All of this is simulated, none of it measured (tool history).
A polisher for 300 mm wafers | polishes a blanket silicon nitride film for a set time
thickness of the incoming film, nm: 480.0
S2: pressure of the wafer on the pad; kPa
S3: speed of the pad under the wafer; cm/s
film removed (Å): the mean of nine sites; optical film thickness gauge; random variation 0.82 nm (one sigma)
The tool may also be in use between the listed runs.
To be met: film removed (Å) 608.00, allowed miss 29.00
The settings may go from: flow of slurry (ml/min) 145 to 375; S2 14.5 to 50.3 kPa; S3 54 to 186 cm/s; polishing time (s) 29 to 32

{"run": 1, "hour": 0.0, "flow of slurry (ml/min)": 240, "S2": 32.4, "S3": 118, "polishing time (s)": 32, "film removed (Å)": 738.34}
{"run": 2, "hour": 2.3, "flow of slurry (ml/min)": 200, "S2": 32.4, "S3": 118, "polishing time (s)": 32, "film removed (Å)": 729.63}
{"run": 3, "hour": 6.4, "flow of slurry (ml/min)": 200, "S2": 32.4, "S3": 118, "polishing time (s)": 29, "film removed (Å)": 661.55}
{"run": 4, "hour": 7.7, "flow of slurry (ml/min)": 200, "S2": 32.4, "S3": 132, "polishing time (s)": 29, "film removed (Å)": 711.65}
{"run": 5, "hour": 14.0, "flow of slurry (ml/min)": 200, "S2": 38.6, "S3": 132, "polishing time (s)": 29, "film removed (Å)": 819.04}
{"run": 6, "hour": 19.8, "flow of slurry (ml/min)": 200, "S2": 38.6, "S3": 154, "polishing time (s)": 29, "film removed (Å)": 928.81}
{"run": 7, "hour": 26.9, "flow of slurry (ml/min)": 200, "S2": 33.8, "S3": 150, "polishing time (s)": 29, "film removed (Å)": 802.3}
{"run": 8, "hour": 28.5, "flow of slurry (ml/min)": 200, "S2": 31.0, "S3": 148, "polishing time (s)": 29, "film removed (Å)": 724.43}
{"run": 9, "hour": 34.1, "flow of slurry (ml/min)": 200, "S2": 29.6, "S3": 148, "polishing time (s)": 29, "film removed (Å)": 695.64}
{"run": 10, "hour": 42.4, "flow of slurry (ml/min)": 200, "S2": 28.3, "S3": 148, "polishing time (s)": 29, "film removed (Å)": 679.66}
{"run": 11, "hour": 43.5, "flow of slurry (ml/min)": 200, "S2": 26.9, "S3": 148, "polishing time (s)": 29, "film removed (Å)": 659.34}

5 next moves are on the table. One of them brings every result within its allowed miss. Which?
{"run": "A", "hour": 44.6, "flow of slurry (ml/min)": 215, "S2": 32.4, "S3": 140, "polishing time (s)": 29, "film removed (Å)": "?"}
{"run": "B", "hour": 44.6, "flow of slurry (ml/min)": 185, "S2": 26.9, "S3": 134, "polishing time (s)": 29, "film removed (Å)": "?"}
{"run": "C", "hour": 44.6, "flow of slurry (ml/min)": 175, "S2": 24.1, "S3": 178, "polishing time (s)": 32, "film removed (Å)": "?"}
{"run": "D", "hour": 44.6, "flow of slurry (ml/min)": 165, "S2": 37.9, "S3": 124, "polishing time (s)": 30, "film removed (Å)": "?"}
{"run": "E", "hour": 44.6, "flow of slurry (ml/min)": 210, "S2": 32.4, "S3": 136, "polishing time (s)": 32, "film removed (Å)": "?"}

move=A film_removed_(Å)=748.30
move=B film_removed_(Å)=605.07
move=C film_removed_(Å)=737.28
move=D film_removed_(Å)=782.68
move=E film_removed_(Å)=806.65
A: further off than the last run
B: meets every target
C: further off than the last run
D: further off than the last run
E: further off than the last run
Answer: B
